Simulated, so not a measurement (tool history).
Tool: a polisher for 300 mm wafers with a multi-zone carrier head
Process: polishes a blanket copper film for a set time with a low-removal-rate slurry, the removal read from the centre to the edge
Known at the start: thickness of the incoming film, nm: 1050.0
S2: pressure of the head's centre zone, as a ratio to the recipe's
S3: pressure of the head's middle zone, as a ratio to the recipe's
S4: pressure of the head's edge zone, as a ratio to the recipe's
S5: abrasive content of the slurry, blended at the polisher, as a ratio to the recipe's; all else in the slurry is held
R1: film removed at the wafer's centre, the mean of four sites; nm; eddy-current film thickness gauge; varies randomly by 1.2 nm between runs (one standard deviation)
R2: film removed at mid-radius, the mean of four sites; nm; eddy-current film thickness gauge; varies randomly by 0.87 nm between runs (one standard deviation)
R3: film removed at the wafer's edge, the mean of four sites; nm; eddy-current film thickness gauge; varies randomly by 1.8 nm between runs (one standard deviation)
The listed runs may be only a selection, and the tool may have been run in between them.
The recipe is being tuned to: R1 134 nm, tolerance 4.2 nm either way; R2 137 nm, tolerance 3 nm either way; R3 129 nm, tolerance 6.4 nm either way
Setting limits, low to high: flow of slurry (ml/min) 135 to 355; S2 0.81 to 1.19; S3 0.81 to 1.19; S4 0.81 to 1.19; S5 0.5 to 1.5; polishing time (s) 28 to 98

run 1 hour=0 | flow_of_slurry_(ml/min)=225 S2=1 S3=1 S4=1 S5=1 polishing_time_(s)=63 | R1=233.35 R2=226.68 R3=230.29
run 2 hour=6.8 | flow_of_slurry_(ml/min)=225 S2=0.98 S3=0.99 S4=0.95 S5=0.85 polishing_time_(s)=56 | R1=202.38 R2=195.67 R3=194.75
run 3 hour=14.7 | flow_of_slurry_(ml/min)=225 S2=0.98 S3=0.99 S4=0.95 S5=1 polishing_time_(s)=56 | R1=204.6 R2=199.46 R3=200.52
run 4 hour=20.2 | flow_of_slurry_(ml/min)=220 S2=0.95 S3=0.98 S4=0.91 S5=0.85 polishing_time_(s)=51 | R1=176.08 R2=173.91 R3=174.58
run 5 hour=27 | flow_of_slurry_(ml/min)=220 S2=1.03 S3=0.98 S4=0.91 S5=0.85 polishing_time_(s)=51 | R1=191.04 R2=176.18 R3=167.12
run 6 hour=35 | flow_of_slurry_(ml/min)=220 S2=1.03 S3=1.01 S4=0.91 S5=0.85 polishing_time_(s)=51 | R1=189.02 R2=180.32 R3=177.08
run 7 hour=37.3 | flow_of_slurry_(ml/min)=215 S2=0.96 S3=0.98 S4=0.88 S5=0.75 polishing_time_(s)=49 | R1=165.08 R2=165.62 R3=157.85
run 8 hour=45.2 | flow_of_slurry_(ml/min)=200 S2=0.93 S3=0.94 S4=0.86 S5=0.65 polishing_time_(s)=49 | R1=153.37 R2=159.47 R3=157.28
run 9 hour=48.4 | flow_of_slurry_(ml/min)=200 S2=0.93 S3=0.94 S4=0.86 S5=0.65 polishing_time_(s)=49 | R1=154.73 R2=158.25 R3=155.63
run 10 hour=56.6 | flow_of_slurry_(ml/min)=205 S2=0.93 S3=0.94 S4=0.85 S5=0.6 polishing_time_(s)=47 | R1=149.27 R2=149.97 R3=145.8
run 11 hour=59.8 | flow_of_slurry_(ml/min)=205 S2=0.92 S3=0.94 S4=0.84 S5=0.55 polishing_time_(s)=46 | R1=142.11 R2=145.13 R3=143.05
run 12 hour=67.2 | flow_of_slurry_(ml/min)=200 S2=0.93 S3=0.95 S4=0.83 S5=0.55 polishing_time_(s)=45 | R1=139.39 R2=142.97 R3=138.4
run 13 hour=70.9 | flow_of_slurry_(ml/min)=195 S2=0.94 S3=0.96 S4=0.82 S5=0.55 polishing_time_(s)=44 | R1=137.04 R2=139.03 R3=132.99

Which of these 5 next moves meets every target?
run A hour=74.6 | flow_of_slurry_(ml/min)=175 S2=0.89 S3=0.98 S4=0.84 S5=0.5 polishing_time_(s)=46 | R1=? R2=? R3=?
run B hour=74.6 | flow_of_slurry_(ml/min)=165 S2=0.94 S3=0.99 S4=0.81 S5=0.5 polishing_time_(s)=44 | R1=? R2=? R3=?
run C hour=74.6 | flow_of_slurry_(ml/min)=220 S2=0.85 S3=0.93 S4=0.84 S5=0.5 polishing_time_(s)=47 | R1=? R2=? R3=?
run D hour=74.6 | flow_of_slurry_(ml/min)=145 S2=0.94 S3=1.02 S4=0.82 S5=0.5 polishing_time_(s)=46 | R1=? R2=? R3=?
run E hour=74.6 | flow_of_slurry_(ml/min)=180 S2=0.99 S3=0.99 S4=0.81 S5=0.55 polishing_time_(s)=44 | R1=? R2=? R3=?

move=A R1=134.99 R2=142.47 R3=135.15
move=B R1=134.78 R2=135.6 R3=126.44
move=C R1=137.11 R2=146.29 R3=141.91
move=D R1=136.73 R2=140.59 R3=130.25
move=E R1=146.15 R2=139.25 R3=129.32
A: puts the biggest miss on target and leaves a different result outside tolerance
B: hits every target within its allowed miss
C: puts the biggest miss on target and leaves a different result outside tolerance
D: puts the biggest miss on target and leaves a different result outside tolerance
E: the biggest miss grows against the last run
B meets every target.

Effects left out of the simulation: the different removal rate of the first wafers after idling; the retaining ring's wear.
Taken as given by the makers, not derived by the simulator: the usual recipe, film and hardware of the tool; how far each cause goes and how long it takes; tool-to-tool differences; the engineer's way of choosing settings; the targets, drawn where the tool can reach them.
